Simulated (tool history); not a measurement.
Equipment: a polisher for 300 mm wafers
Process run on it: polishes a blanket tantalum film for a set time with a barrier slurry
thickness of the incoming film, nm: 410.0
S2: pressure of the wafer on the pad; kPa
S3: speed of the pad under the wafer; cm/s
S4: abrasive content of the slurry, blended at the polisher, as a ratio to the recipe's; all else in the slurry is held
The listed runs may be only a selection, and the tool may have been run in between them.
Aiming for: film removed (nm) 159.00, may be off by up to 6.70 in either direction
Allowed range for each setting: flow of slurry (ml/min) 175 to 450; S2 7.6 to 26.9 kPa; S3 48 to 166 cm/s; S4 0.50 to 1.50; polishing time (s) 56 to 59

Run 1, hour 0.0: flow of slurry (ml/min) 290, S2 17.2 kPa, S3 106 cm/s, S4 1.00, polishing time (s) 56. Result: film removed (nm) 115.77.
Run 2, hour 2.6: flow of slurry (ml/min) 290, S2 15.2 kPa, S3 106 cm/s, S4 1.00, polishing time (s) 56. Result: film removed (nm) 104.19.
Run 3, hour 9.9: flow of slurry (ml/min) 290, S2 17.2 kPa, S3 106 cm/s, S4 1.00, polishing time (s) 56. Result: film removed (nm) 116.90.
Run 4, hour 18.9: flow of slurry (ml/min) 290, S2 18.6 kPa, S3 106 cm/s, S4 1.00, polishing time (s) 56. Result: film removed (nm) 124.95.
Run 5, hour 23.4: flow of slurry (ml/min) 290, S2 20.0 kPa, S3 106 cm/s, S4 1.00, polishing time (s) 56. Result: film removed (nm) 132.95.
Run 6, hour 31.2: flow of slurry (ml/min) 290, S2 20.7 kPa, S3 106 cm/s, S4 1.00, polishing time (s) 56. Result: film removed (nm) 139.25.
Run 7, hour 32.0: flow of slurry (ml/min) 290, S2 21.4 kPa, S3 106 cm/s, S4 1.00, polishing time (s) 56. Result: film removed (nm) 149.50.
Run 8, hour 40.2: flow of slurry (ml/min) 290, S2 22.1 kPa, S3 106 cm/s, S4 1.00, polishing time (s) 56. Result: film removed (nm) 148.83.

Next run, 5 choices. One meets every target within its allowed miss, the rest don't. Which?
Run A, hour 48.4: flow of slurry (ml/min) 300, S2 24.8 kPa, S3 98 cm/s, S4 1.10, polishing time (s) 56. Result: film removed (nm) ?.
Run B, hour 48.4: flow of slurry (ml/min) 270, S2 20.7 kPa, S3 110 cm/s, S4 0.85, polishing time (s) 56. Result: film removed (nm) ?.
Run C, hour 48.4: flow of slurry (ml/min) 250, S2 23.4 kPa, S3 90 cm/s, S4 1.00, polishing time (s) 56. Result: film removed (nm) ?.
Run D, hour 48.4: flow of slurry (ml/min) 260, S2 22.1 kPa, S3 96 cm/s, S4 1.25, polishing time (s) 56. Result: film removed (nm) ?.
Run E, hour 48.4: flow of slurry (ml/min) 200, S2 22.8 kPa, S3 102 cm/s, S4 0.90, polishing time (s) 56. Result: film removed (nm) ?.

move  film removed (nm)
   A             161.11
   B             140.04
   C             135.12
   D             143.36
   E             141.35
A: in spec on every target
B: its largest miss is bigger than the last run's
C: its largest miss is bigger than the last run's
D: its largest miss is bigger than the last run's
E: its largest miss is bigger than the last run's
Answer: A

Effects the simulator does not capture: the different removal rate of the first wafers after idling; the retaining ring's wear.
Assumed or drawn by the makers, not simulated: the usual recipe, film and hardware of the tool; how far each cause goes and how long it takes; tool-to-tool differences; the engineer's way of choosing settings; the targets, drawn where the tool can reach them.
